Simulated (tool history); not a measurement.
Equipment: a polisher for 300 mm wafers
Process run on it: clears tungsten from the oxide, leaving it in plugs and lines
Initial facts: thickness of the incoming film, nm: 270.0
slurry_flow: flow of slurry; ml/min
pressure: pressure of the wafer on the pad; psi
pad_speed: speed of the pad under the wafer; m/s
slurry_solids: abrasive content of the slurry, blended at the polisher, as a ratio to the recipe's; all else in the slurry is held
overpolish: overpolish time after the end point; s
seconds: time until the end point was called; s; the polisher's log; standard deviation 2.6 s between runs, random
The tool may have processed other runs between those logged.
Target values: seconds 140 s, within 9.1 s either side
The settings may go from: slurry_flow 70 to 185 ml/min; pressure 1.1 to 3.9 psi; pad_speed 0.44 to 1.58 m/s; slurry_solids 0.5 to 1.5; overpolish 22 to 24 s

{"run": 1, "hour": 0.0, "slurry_flow": 120, "pressure": 2.5, "pad_speed": 1, "slurry_solids": 1, "overpolish": 22, "seconds": 93.429}
{"run": 2, "hour": 4.3, "slurry_flow": 120, "pressure": 2.4, "pad_speed": 1, "slurry_solids": 1, "overpolish": 22, "seconds": 94.52}
{"run": 3, "hour": 10.9, "slurry_flow": 120, "pressure": 2.3, "pad_speed": 1, "slurry_solids": 1, "overpolish": 22, "seconds": 99.347}
{"run": 4, "hour": 19.5, "slurry_flow": 120, "pressure": 2.3, "pad_speed": 1, "slurry_solids": 1.05, "overpolish": 22, "seconds": 100.28}
{"run": 5, "hour": 26.9, "slurry_flow": 120, "pressure": 2.3, "pad_speed": 1, "slurry_solids": 1.05, "overpolish": 24, "seconds": 97.147}
{"run": 6, "hour": 29.3, "slurry_flow": 120, "pressure": 2.2, "pad_speed": 1, "slurry_solids": 1.05, "overpolish": 24, "seconds": 102.3}
{"run": 7, "hour": 37.6, "slurry_flow": 120, "pressure": 2.1, "pad_speed": 1, "slurry_solids": 1.05, "overpolish": 24, "seconds": 103.12}
{"run": 8, "hour": 43.2, "slurry_flow": 120, "pressure": 2, "pad_speed": 1, "slurry_solids": 1.05, "overpolish": 24, "seconds": 108.24}

Pick the move, out of 4, that brings all results within their allowed miss; only one does.
{"run": "A", "hour": 48.8, "slurry_flow": 120, "pressure": 1.3, "pad_speed": 0.72, "slurry_solids": 1.1, "overpolish": 22, "seconds": "?"}
{"run": "B", "hour": 48.8, "slurry_flow": 105, "pressure": 1.8, "pad_speed": 0.6, "slurry_solids": 1, "overpolish": 23, "seconds": "?"}
{"run": "C", "hour": 48.8, "slurry_flow": 115, "pressure": 1.4, "pad_speed": 0.76, "slurry_solids": 1, "overpolish": 22, "seconds": "?"}
{"run": "D", "hour": 48.8, "slurry_flow": 125, "pressure": 1.9, "pad_speed": 0.68, "slurry_solids": 1.1, "overpolish": 23, "seconds": "?"}

move=A seconds=172.34
move=B seconds=167.35
move=C seconds=166.62
move=D seconds=140.24
A: takes the biggest miss from the last run beyond its target
B: takes the biggest miss from the last run beyond its target
C: takes the biggest miss from the last run beyond its target
D: meets every target
The right move is D.

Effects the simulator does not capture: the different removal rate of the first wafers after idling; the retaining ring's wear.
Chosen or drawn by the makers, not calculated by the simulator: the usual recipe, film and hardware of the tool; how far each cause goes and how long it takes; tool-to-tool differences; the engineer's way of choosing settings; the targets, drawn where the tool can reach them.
